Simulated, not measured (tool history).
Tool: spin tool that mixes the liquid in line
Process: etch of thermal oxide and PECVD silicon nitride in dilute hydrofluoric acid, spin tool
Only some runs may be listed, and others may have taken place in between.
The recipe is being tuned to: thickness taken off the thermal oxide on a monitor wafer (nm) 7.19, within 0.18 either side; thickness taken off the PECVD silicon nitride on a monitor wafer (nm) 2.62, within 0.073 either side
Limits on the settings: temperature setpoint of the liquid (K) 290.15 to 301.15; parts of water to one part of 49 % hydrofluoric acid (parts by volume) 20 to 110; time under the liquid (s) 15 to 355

| run | hour | temperature setpoint of the liquid (K) | parts of water to one part of 49 % hydrofluoric acid (parts by volume) | time under the liquid (s) | thickness taken off the thermal oxide on a monitor wafer (nm) | thickness taken off the PECVD silicon nitride on a monitor wafer (nm) |
|---|---|---|---|---|---|---|
| 1 | 0 | 293.15 | 60 | 180 | 13.759 | 4.5271 |
| 2 | 4.7 | 293.65 | 70 | 180 | 11.795 | 3.9826 |
| 3 | 10.5 | 293.65 | 80 | 180 | 10.172 | 3.533 |
| 4 | 16.7 | 293.65 | 85 | 180 | 9.6374 | 3.3048 |
| 5 | 24.5 | 291.15 | 85 | 180 | 8.6843 | 2.8209 |
| 6 | 31.5 | 292.15 | 90 | 180 | 8.4282 | 2.8361 |
| 7 | 32.4 | 292.65 | 95 | 180 | 8.1711 | 2.7676 |
| 8 | 36.6 | 293.15 | 100 | 180 | 7.9128 | 2.7017 |
| 9 | 42.6 | 295.15 | 110 | 175 | 7.4742 | 2.755 |

Exactly one of the 5 candidate moves below puts every result within its allowed miss. Which one?
| A | 48.6 | 300.65 | 110 | 135 | ? | ? |
| B | 48.6 | 295.65 | 85 | 125 | ? | ? |
| C | 48.6 | 290.15 | 90 | 175 | ? | ? |
| D | 48.6 | 294.65 | 95 | 160 | ? | ? |
| E | 48.6 | 291.15 | 110 | 200 | ? | ? |

| move | thickness taken off the thermal oxide on a monitor wafer (nm) | thickness taken off the PECVD silicon nitride on a monitor wafer (nm) |
|---|---|---|
| A | 7.0724 | 3.0416 |
| B | 7.2236 | 2.6396 |
| C | 7.5885 | 2.4116 |
| D | 7.8508 | 2.8338 |
| E | 7.2324 | 2.4265 |
A: moves away from the targets compared with the last run
B: every result lands within tolerance
C: carries the result that was furthest off beyond its target, to the other side
D: moves away from the targets compared with the last run
E: carries the result that was furthest off beyond its target, to the other side
B meets every target.
